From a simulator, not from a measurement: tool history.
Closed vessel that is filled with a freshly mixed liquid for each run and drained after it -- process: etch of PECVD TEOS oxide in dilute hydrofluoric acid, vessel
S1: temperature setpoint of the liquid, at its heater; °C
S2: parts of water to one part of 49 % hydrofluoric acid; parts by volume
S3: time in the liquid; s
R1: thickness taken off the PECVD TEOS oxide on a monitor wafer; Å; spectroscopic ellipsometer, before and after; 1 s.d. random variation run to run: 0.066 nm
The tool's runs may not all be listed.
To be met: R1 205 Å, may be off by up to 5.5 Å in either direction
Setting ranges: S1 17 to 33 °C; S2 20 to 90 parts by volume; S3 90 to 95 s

Run 1, hour 0: S1 25 °C, S2 50 parts by volume, S3 90 s. Result: R1 227.82 Å.
Run 2, hour 6.6: S1 24.5 °C, S2 50 parts by volume, S3 90 s. Result: R1 222.17 Å.
Run 3, hour 12: S1 24 °C, S2 50 parts by volume, S3 90 s. Result: R1 219.19 Å.
Run 4, hour 15.5: S1 23.5 °C, S2 50 parts by volume, S3 90 s. Result: R1 214.61 Å.
Run 5, hour 19.7: S1 23.5 °C, S2 50 parts by volume, S3 95 s. Result: R1 226.73 Å.
Run 6, hour 25.8: S1 23 °C, S2 50 parts by volume, S3 95 s. Result: R1 222.09 Å.
Run 7, hour 34.6: S1 22.5 °C, S2 50 parts by volume, S3 95 s. Result: R1 216.7 Å.
Run 8, hour 43.4: S1 22 °C, S2 50 parts by volume, S3 95 s. Result: R1 211.49 Å.

5 next moves are on the table. One of them brings every result within its allowed miss. Which?
Run A, hour 52.2: S1 23.5 °C, S2 50 parts by volume, S3 90 s. Result: R1 ?.
Run B, hour 52.2: S1 21 °C, S2 45 parts by volume, S3 90 s. Result: R1 ?.
Run C, hour 52.2: S1 25 °C, S2 55 parts by volume, S3 90 s. Result: R1 ?.
Run D, hour 52.2: S1 24 °C, S2 50 parts by volume, S3 90 s. Result: R1 ?.
Run E, hour 52.2: S1 21.5 °C, S2 45 parts by volume, S3 90 s. Result: R1 ?.

move      R1
   A   214.2
   B  215.75
   C   205.7
   D  218.66
   E  220.35
A: moves away from the targets compared with the last run
B: moves away from the targets compared with the last run
C: meets every target
D: moves away from the targets compared with the last run
E: moves away from the targets compared with the last run
Go with C: it meets all targets.
